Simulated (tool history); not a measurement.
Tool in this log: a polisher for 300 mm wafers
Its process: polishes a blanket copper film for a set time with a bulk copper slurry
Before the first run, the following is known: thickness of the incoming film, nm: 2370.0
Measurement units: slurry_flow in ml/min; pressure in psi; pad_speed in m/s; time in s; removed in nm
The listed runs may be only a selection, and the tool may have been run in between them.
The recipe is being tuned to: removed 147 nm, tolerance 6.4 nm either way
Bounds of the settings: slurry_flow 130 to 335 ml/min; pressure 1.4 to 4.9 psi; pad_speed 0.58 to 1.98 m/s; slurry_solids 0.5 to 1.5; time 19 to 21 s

run,hour,slurry_flow,pressure,pad_speed,slurry_solids,time,removed
1,0,215,3.1,1.28,1,21,265.07
2,2.1,215,2.5,1.28,1,21,213.56
3,8.5,215,2.5,1.58,1,21,252.58
4,11.2,215,2.4,1.56,1,21,228.98
# hour 19.4: slurry blender recalibrated
5,19.4,215,2.4,1.42,1,21,234.31
6,20,215,2.3,1.38,1,21,218.37
7,27.6,215,2.2,1.34,1,21,203.46
8,34,215,2.1,1.32,1,21,193.16
9,35.9,215,2,1.32,1,21,188.16
10,42.5,215,1.9,1.3,1,21,176.57
11,47.7,215,1.8,1.3,1,21,166.6

5 next moves are on the table. One of them brings every result within its allowed miss. Which?
A,52.9,230,1.9,1.1,0.6,19,?
B,52.9,210,2,1.26,1.05,19,?
C,52.9,200,2,1.4,0.95,21,?
D,52.9,200,1.7,1.34,1.05,19,?
E,52.9,275,2.2,0.96,0.85,21,?

move,removed
A,134.15
B,163.75
C,189.87
D,145.14
E,167.68
A: pushes the last run's worst result past its target
B: moves toward the targets from the last run without getting all of them in spec
C: misses by more than the last run did
D: all results land within tolerance of their targets
E: misses by more than the last run did
D is the move that brings every result within its allowed miss.

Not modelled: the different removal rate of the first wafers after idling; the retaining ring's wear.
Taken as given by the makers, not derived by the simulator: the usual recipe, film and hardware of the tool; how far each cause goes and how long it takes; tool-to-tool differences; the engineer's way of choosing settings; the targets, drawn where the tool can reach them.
